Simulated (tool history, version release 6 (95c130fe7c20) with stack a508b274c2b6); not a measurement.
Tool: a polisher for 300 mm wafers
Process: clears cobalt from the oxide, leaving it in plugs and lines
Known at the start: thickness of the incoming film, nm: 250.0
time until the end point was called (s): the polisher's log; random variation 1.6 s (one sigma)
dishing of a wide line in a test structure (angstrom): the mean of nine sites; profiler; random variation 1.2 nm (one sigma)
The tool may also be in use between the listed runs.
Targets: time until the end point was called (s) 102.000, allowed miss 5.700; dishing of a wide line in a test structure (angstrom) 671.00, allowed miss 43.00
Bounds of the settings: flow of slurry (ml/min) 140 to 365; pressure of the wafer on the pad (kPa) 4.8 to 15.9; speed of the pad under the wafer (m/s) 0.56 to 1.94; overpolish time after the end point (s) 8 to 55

run	day	flow of slurry (ml/min)	pressure of the wafer on the pad (kPa)	speed of the pad under the wafer (m/s)	overpolish time after the end point (s)	time until the end point was called (s)	dishing of a wide line in a test structure (angstrom)
1	0.000	235	10.3	1.24	28	58.644	814.32
2	0.283	235	10.3	0.94	28	75.863	693.81
3	0.354	235	11.7	0.94	28	68.175	746.84
4	0.492	235	11.0	0.92	30	72.455	755.02
5	0.579	235	12.4	0.92	30	63.998	799.89
6	0.954	235	11.7	0.90	31	71.183	754.05
7	1.133	235	11.7	0.90	31	71.349	775.30
8	1.492	235	11.0	0.90	32	75.247	754.91

Which of these 5 next moves meets every target?
A	1.850	240	10.3	0.56	39	?	?
B	1.850	280	15.2	1.04	25	?	?
C	1.850	215	7.6	0.96	36	?	?
D	1.850	260	9.0	0.66	35	?	?
E	1.850	330	11.7	1.04	34	?	?

move	time until the end point was called (s)	dishing of a wide line in a test structure (angstrom)
A	127.810	628.22
B	48.016	848.51
C	104.750	677.14
D	124.650	593.53
E	60.847	878.87
A: takes the result that was furthest off past its target
B: further off than the last run
C: meets every target
D: takes the result that was furthest off past its target
E: further off than the last run
Answer: C

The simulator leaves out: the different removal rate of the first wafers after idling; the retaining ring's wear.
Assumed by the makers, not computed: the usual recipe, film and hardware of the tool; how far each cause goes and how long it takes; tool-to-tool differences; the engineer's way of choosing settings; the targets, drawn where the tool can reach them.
